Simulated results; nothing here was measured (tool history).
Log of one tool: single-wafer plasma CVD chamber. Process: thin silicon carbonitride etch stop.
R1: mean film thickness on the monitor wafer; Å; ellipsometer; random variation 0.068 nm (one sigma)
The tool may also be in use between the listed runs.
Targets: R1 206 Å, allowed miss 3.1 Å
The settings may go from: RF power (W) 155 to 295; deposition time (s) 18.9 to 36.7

run 1 hour=0 | RF_power_(W)=225 deposition_time_(s)=27.8 | R1=169.59
run 2 hour=1.1 | RF_power_(W)=240 deposition_time_(s)=28.7 | R1=178.63
run 3 hour=8.2 | RF_power_(W)=240 deposition_time_(s)=27.1 | R1=168.72
run 4 hour=14.1 | RF_power_(W)=220 deposition_time_(s)=27.1 | R1=165.62
run 5 hour=19.4 | RF_power_(W)=190 deposition_time_(s)=27.1 | R1=159.88
run 6 hour=24.6 | RF_power_(W)=205 deposition_time_(s)=27.1 | R1=162.32
run 7 hour=32.5 | RF_power_(W)=220 deposition_time_(s)=28.3 | R1=172.39
run 8 hour=34.3 | RF_power_(W)=235 deposition_time_(s)=29.2 | R1=179.79
run 9 hour=37.9 | RF_power_(W)=245 deposition_time_(s)=29.9 | R1=186.91
run 10 hour=40.9 | RF_power_(W)=255 deposition_time_(s)=30.4 | R1=192.34
run 11 hour=49.4 | RF_power_(W)=260 deposition_time_(s)=30.7 | R1=194.66
run 12 hour=54.2 | RF_power_(W)=265 deposition_time_(s)=31 | R1=197.65
run 13 hour=58.2 | RF_power_(W)=270 deposition_time_(s)=31.2 | R1=198.91
run 14 hour=63.7 | RF_power_(W)=275 deposition_time_(s)=31.4 | R1=201.85

5 next moves are on the table. One of them brings every result within its allowed miss. Which?
run A hour=69.2 | RF_power_(W)=270 deposition_time_(s)=30.9 | R1=?
run B hour=69.2 | RF_power_(W)=265 deposition_time_(s)=31.1 | R1=?
run C hour=69.2 | RF_power_(W)=285 deposition_time_(s)=31.7 | R1=?
run D hour=69.2 | RF_power_(W)=275 deposition_time_(s)=31.1 | R1=?
run E hour=69.2 | RF_power_(W)=275 deposition_time_(s)=30.7 | R1=?

move=A R1=196.4
move=B R1=196.78
move=C R1=204.14
move=D R1=198.55
move=E R1=195.99
A: further off than the last run
B: further off than the last run
C: meets every target
D: further off than the last run
E: further off than the last run
Answer: C

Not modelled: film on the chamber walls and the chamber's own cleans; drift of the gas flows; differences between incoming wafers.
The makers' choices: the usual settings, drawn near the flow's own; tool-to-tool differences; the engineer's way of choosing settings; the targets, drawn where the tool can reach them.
